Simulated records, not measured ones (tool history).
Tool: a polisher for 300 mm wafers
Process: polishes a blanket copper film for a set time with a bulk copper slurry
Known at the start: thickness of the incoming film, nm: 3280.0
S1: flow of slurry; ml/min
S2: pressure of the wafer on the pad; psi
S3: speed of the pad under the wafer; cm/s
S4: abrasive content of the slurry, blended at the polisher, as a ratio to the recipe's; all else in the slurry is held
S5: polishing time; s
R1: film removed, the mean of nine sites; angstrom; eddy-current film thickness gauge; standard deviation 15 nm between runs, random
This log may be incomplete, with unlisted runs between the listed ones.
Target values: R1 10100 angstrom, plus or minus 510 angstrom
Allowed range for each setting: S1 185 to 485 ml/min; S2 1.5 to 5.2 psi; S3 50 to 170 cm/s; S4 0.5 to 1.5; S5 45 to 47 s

{"run": 1, "hour": 0.0, "S1": 310, "S2": 3.3, "S3": 110, "S4": 1, "S5": 45, "R1": 5084.7}
{"run": 2, "hour": 2.7, "S1": 310, "S2": 3.3, "S3": 110, "S4": 1, "S5": 47, "R1": 5554.8}
{"run": 3, "hour": 8.9, "S1": 355, "S2": 3.3, "S3": 110, "S4": 1, "S5": 47, "R1": 5575.8}
{"run": 4, "hour": 11.2, "S1": 355, "S2": 2.6, "S3": 110, "S4": 1, "S5": 47, "R1": 4581.1}
{"run": 5, "hour": 16.9, "S1": 310, "S2": 2.6, "S3": 110, "S4": 1, "S5": 47, "R1": 4573.6}
{"run": 6, "hour": 25.8, "S1": 310, "S2": 3.1, "S3": 114, "S4": 1, "S5": 47, "R1": 5395.9}
{"run": 7, "hour": 30.3, "S1": 310, "S2": 3.5, "S3": 116, "S4": 1, "S5": 47, "R1": 5968.9}
{"run": 8, "hour": 34.5, "S1": 310, "S2": 3.9, "S3": 120, "S4": 1, "S5": 47, "R1": 6735.5}
{"run": 9, "hour": 39.6, "S1": 310, "S2": 4.2, "S3": 124, "S4": 1, "S5": 47, "R1": 7353.6}
{"run": 10, "hour": 42.7, "S1": 310, "S2": 4.4, "S3": 128, "S4": 1, "S5": 47, "R1": 8025.6}
{"run": 11, "hour": 43.9, "S1": 310, "S2": 4.6, "S3": 130, "S4": 1, "S5": 47, "R1": 8509.4}
{"run": 12, "hour": 46.8, "S1": 310, "S2": 5.2, "S3": 132, "S4": 1, "S5": 47, "R1": 9543.9}

4 candidate next runs follow, results not yet known. Just one meets every target within its allowed miss. Identify it.
{"run": "A", "hour": 49.7, "S1": 290, "S2": 5.1, "S3": 154, "S4": 1.05, "S5": 47, "R1": "?"}
{"run": "B", "hour": 49.7, "S1": 220, "S2": 4.7, "S3": 164, "S4": 0.85, "S5": 47, "R1": "?"}
{"run": "C", "hour": 49.7, "S1": 335, "S2": 5.2, "S3": 154, "S4": 0.95, "S5": 47, "R1": "?"}
{"run": "D", "hour": 49.7, "S1": 185, "S2": 5.2, "S3": 132, "S4": 0.9, "S5": 47, "R1": "?"}

move=A R1=11057
move=B R1=10180
move=C R1=11104
move=D R1=8952.1
A: carries the result that was furthest off beyond its target, to the other side
B: every result lands within tolerance
C: carries the result that was furthest off beyond its target, to the other side
D: moves away from the targets compared with the last run
The move that meets every target is B.
